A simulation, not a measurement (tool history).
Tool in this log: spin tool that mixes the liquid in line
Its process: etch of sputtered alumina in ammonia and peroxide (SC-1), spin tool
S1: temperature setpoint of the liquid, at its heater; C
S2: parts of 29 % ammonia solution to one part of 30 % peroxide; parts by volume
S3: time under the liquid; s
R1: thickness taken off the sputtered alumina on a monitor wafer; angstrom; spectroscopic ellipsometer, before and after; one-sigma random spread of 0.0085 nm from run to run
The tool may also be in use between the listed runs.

run,hour,S1,S2,S3,R1
1,0,57,0.55,40,27.651
2,4.5,57,0.55,40,27.727
3,5.6,57,0.4,40,26.837
4,13.1,56,0.4,40,25.49
5,17.9,56,0.6,40,26.602
6,25.7,56,0.4,40,25.396

For run 7, what comes out?
7,33,55.5,0.4,40,?

Run 7 measured R1 24.725 angstrom.
